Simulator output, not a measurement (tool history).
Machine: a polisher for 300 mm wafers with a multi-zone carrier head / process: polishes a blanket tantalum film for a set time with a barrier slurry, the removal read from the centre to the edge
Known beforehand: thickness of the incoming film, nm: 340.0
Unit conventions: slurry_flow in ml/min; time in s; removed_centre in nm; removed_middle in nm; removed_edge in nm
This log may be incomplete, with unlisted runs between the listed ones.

Run 1, hour 0.0: slurry_flow 285 ml/min, centre_zone 1.00, middle_zone 1.00, edge_zone 1.00, slurry_solids 1.00, time 49 s. Result: removed_centre 67.463 nm, removed_middle 67.640 nm, removed_edge 67.816 nm.
Run 2, hour 3.9: slurry_flow 285 ml/min, centre_zone 1.00, middle_zone 0.95, edge_zone 1.00, slurry_solids 1.00, time 49 s. Result: removed_centre 66.570 nm, removed_middle 63.565 nm, removed_edge 67.911 nm.
Run 3, hour 4.7: slurry_flow 285 ml/min, centre_zone 1.00, middle_zone 0.97, edge_zone 1.02, slurry_solids 1.05, time 49 s. Result: removed_centre 68.144 nm, removed_middle 65.648 nm, removed_edge 69.512 nm.
Run 4, hour 12.5: slurry_flow 290 ml/min, centre_zone 1.00, middle_zone 0.99, edge_zone 1.04, slurry_solids 1.10, time 49 s. Result: removed_centre 69.145 nm, removed_middle 68.677 nm, removed_edge 70.590 nm.
Run 5, hour 18.3: slurry_flow 355 ml/min, centre_zone 1.00, middle_zone 0.99, edge_zone 1.04, slurry_solids 1.10, time 49 s. Result: removed_centre 70.392 nm, removed_middle 69.385 nm, removed_edge 70.844 nm.
Run 6, hour 23.2: slurry_flow 355 ml/min, centre_zone 1.00, middle_zone 0.99, edge_zone 1.04, slurry_solids 1.10, time 55 s. Result: removed_centre 78.586 nm, removed_middle 76.543 nm, removed_edge 79.146 nm.
Run 7, hour 25.6: slurry_flow 350 ml/min, centre_zone 1.00, middle_zone 1.00, edge_zone 1.05, slurry_solids 1.15, time 55 s. Result: removed_centre 80.361 nm, removed_middle 80.353 nm, removed_edge 80.697 nm.
Run 8, hour 26.8: slurry_flow 345 ml/min, centre_zone 1.00, middle_zone 1.01, edge_zone 1.06, slurry_solids 1.20, time 55 s. Result: removed_centre 80.354 nm, removed_middle 82.729 nm, removed_edge 82.598 nm.
Run 9, hour 28.4: slurry_flow 345 ml/min, centre_zone 1.00, middle_zone 1.02, edge_zone 1.07, slurry_solids 1.20, time 55 s. Result: removed_centre 81.378 nm, removed_middle 81.296 nm, removed_edge 83.459 nm.
Run 10, hour 31.3: slurry_flow 345 ml/min, centre_zone 1.00, middle_zone 1.04, edge_zone 1.08, slurry_solids 1.20, time 55 s. Result: removed_centre 80.051 nm, removed_middle 83.475 nm, removed_edge 83.265 nm.
Run 11, hour 36.2: slurry_flow 345 ml/min, centre_zone 1.01, middle_zone 1.05, edge_zone 1.09, slurry_solids 1.20, time 55 s. Result: removed_centre 81.540 nm, removed_middle 84.037 nm, removed_edge 84.114 nm.
Run 12, hour 39.8: slurry_flow 345 ml/min, centre_zone 1.01, middle_zone 1.06, edge_zone 1.10, slurry_solids 1.20, time 55 s. Result: removed_centre 82.356 nm, removed_middle 84.124 nm, removed_edge 83.419 nm.
Run 13, hour 43.2: slurry_flow 345 ml/min, centre_zone 1.01, middle_zone 1.06, edge_zone 1.10, slurry_solids 1.25, time 55 s. Result: removed_centre 82.222 nm, removed_middle 85.399 nm, removed_edge 84.563 nm.
Run 14, hour 43.8: slurry_flow 345 ml/min, centre_zone 1.01, middle_zone 1.07, edge_zone 1.11, slurry_solids 1.25, time 55 s. Result: removed_centre 81.593 nm, removed_middle 86.436 nm, removed_edge 85.754 nm.
Run 15, hour 47.5: slurry_flow 345 ml/min, centre_zone 1.01, middle_zone 1.08, edge_zone 1.11, slurry_solids 1.25, time 55 s. Result: removed_centre 83.445 nm, removed_middle 85.204 nm, removed_edge 85.856 nm.

What does the tool deliver on the next run?
Run 16, hour 49.6: slurry_flow 345 ml/min, centre_zone 1.01, middle_zone 1.08, edge_zone 1.11, slurry_solids 1.25, time 55 s. Result: removed_centre ?, removed_middle ?, removed_edge ?.

Run 16 came out at removed_centre 82.399 nm, removed_middle 87.211 nm, removed_edge 85.910 nm.
